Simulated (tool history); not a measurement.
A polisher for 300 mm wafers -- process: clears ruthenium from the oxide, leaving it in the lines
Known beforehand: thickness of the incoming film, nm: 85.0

run,hour,flow of slurry (ml/min),pressure of the wafer on the pad (kPa),speed of the pad under the wafer (m/s),overpolish time after the end point (s),time until the end point was called (s)
1,0,205,11.7,0.8,4,92.869
2,1.6,205,11.7,1,4,74.792
3,7.2,170,11.7,1,4,77.568
4,16.1,170,10.3,0.98,4,85.998
5,19.5,170,7.6,0.98,4,118.19
6,25.8,190,7.6,0.98,4,110.32
7,29.8,185,6.9,0.98,4,119.48
8,32.6,180,6.9,0.98,4,121.07
9,35.4,180,5.5,0.98,4,147.94

The next listed run, before its measurement:
10,41.8,185,5.5,0.98,4,?

time until the end point was called (s): 145.98
